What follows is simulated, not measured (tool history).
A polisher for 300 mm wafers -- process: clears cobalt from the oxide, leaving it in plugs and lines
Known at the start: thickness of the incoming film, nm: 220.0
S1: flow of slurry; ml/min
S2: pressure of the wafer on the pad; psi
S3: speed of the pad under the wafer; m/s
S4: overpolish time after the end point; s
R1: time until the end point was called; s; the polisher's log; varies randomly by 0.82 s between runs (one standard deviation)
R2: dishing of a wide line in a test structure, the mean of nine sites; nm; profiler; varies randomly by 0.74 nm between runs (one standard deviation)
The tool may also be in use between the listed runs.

{"run": 1, "hour": 0.0, "S1": 265, "S2": 1.7, "S3": 0.78, "S4": 12, "R1": 65.834, "R2": 29.499}
{"run": 2, "hour": 8.2, "S1": 265, "S2": 1.8, "S3": 0.78, "S4": 13, "R1": 63.358, "R2": 31.634}
{"run": 3, "hour": 8.7, "S1": 240, "S2": 1.8, "S3": 0.78, "S4": 13, "R1": 61.652, "R2": 32.773}
{"run": 4, "hour": 13.9, "S1": 240, "S2": 1.8, "S3": 0.78, "S4": 14, "R1": 63.516, "R2": 32.903}
{"run": 5, "hour": 17.8, "S1": 240, "S2": 1.8, "S3": 0.78, "S4": 11, "R1": 62.904, "R2": 28.917}
{"run": 6, "hour": 21.0, "S1": 180, "S2": 1.8, "S3": 0.78, "S4": 11, "R1": 66.746, "R2": 27.531}
{"run": 7, "hour": 25.7, "S1": 185, "S2": 1.9, "S3": 0.78, "S4": 13, "R1": 62.499, "R2": 32.135}
{"run": 8, "hour": 31.3, "S1": 190, "S2": 1.9, "S3": 0.78, "S4": 14, "R1": 63.857, "R2": 33.61}
{"run": 9, "hour": 36.2, "S1": 190, "S2": 1.9, "S3": 0.78, "S4": 14, "R1": 63.263, "R2": 34.214}
{"run": 10, "hour": 44.7, "S1": 200, "S2": 1.9, "S3": 0.78, "S4": 15, "R1": 62.416, "R2": 36.295}

Predict the results of run 11:
{"run": 11, "hour": 47.3, "S1": 210, "S2": 1.9, "S3": 0.78, "S4": 15, "R1": "?", "R2": "?"}

Run 11 measured R1 62.575 s, R2 35.134 nm.
